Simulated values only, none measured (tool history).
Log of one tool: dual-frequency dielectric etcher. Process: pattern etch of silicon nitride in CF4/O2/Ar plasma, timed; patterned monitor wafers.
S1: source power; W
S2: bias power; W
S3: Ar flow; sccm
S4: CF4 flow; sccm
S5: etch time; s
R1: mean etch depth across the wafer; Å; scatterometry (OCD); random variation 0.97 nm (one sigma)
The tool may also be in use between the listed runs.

run	hour	S1	S2	S3	S4	S5	R1
1	0	430	68	87	101	105.5	1991
2	4	380	67	87	101	105.5	1735.1
3	8.8	360	67	87	101	105.5	1628
4	17.5	360	67	87	101	105.5	1629
5	18.5	350	67	87	101	105.5	1564.9
6	20.6	350	67	87	110	105.5	1593.3
7	29.1	340	67	87	110	105.5	1559.9

The next listed run, before its measurement:
8	32.7	330	67	87	110	105.5	?

R1: 1496.8 Å

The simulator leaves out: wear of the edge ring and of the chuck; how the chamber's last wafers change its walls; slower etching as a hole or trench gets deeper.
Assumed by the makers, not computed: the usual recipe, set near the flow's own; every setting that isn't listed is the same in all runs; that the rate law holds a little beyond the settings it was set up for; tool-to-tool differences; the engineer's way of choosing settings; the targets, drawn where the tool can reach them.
